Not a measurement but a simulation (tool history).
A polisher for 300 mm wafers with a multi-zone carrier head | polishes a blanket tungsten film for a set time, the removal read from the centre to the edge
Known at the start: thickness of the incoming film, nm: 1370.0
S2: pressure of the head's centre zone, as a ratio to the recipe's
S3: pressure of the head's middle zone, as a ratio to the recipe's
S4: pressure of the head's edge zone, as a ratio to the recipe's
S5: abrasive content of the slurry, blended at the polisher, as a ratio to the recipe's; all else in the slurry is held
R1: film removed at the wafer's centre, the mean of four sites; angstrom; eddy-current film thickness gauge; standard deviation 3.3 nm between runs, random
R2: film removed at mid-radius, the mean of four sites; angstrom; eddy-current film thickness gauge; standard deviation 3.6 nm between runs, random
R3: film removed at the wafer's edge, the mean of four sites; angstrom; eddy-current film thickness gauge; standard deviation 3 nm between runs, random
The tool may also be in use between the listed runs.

Run 1, hour 0: flow of slurry (ml/min) 140, S2 1, S3 1, S4 1, S5 1, polishing time (s) 70. Result: R1 5111 angstrom, R2 5112.5 angstrom, R3 5097 angstrom.
Run 2, hour 4.8: flow of slurry (ml/min) 140, S2 1, S3 1, S4 1, S5 1.15, polishing time (s) 70. Result: R1 5295 angstrom, R2 5343.2 angstrom, R3 5323.6 angstrom.
Run 3, hour 11.3: flow of slurry (ml/min) 130, S2 1.01, S3 0.96, S4 0.95, S5 1.05, polishing time (s) 70. Result: R1 5091.6 angstrom, R2 4982.6 angstrom, R3 4940.4 angstrom.
Run 4, hour 14.6: flow of slurry (ml/min) 130, S2 1.01, S3 0.88, S4 0.95, S5 1.05, polishing time (s) 70. Result: R1 5162.5 angstrom, R2 4591.4 angstrom, R3 4964.5 angstrom.
Run 5, hour 22.8: flow of slurry (ml/min) 120, S2 1.02, S3 0.86, S4 0.91, S5 1, polishing time (s) 70. Result: R1 4993.7 angstrom, R2 4423.2 angstrom, R3 4709.8 angstrom.
Run 6, hour 28.7: flow of slurry (ml/min) 110, S2 1.03, S3 0.85, S4 0.88, S5 1, polishing time (s) 70. Result: R1 4966.2 angstrom, R2 4256.1 angstrom, R3 4694.1 angstrom.

Run 7 comes next. What will it give?
Run 7, hour 29.3: flow of slurry (ml/min) 115, S2 1.04, S3 0.86, S4 0.86, S5 0.9, polishing time (s) 70. Result: R1 ?, R2 ?, R3 ?.

Run 7 measured R1 4997.4 angstrom, R2 4234.8 angstrom, R3 4543.1 angstrom.
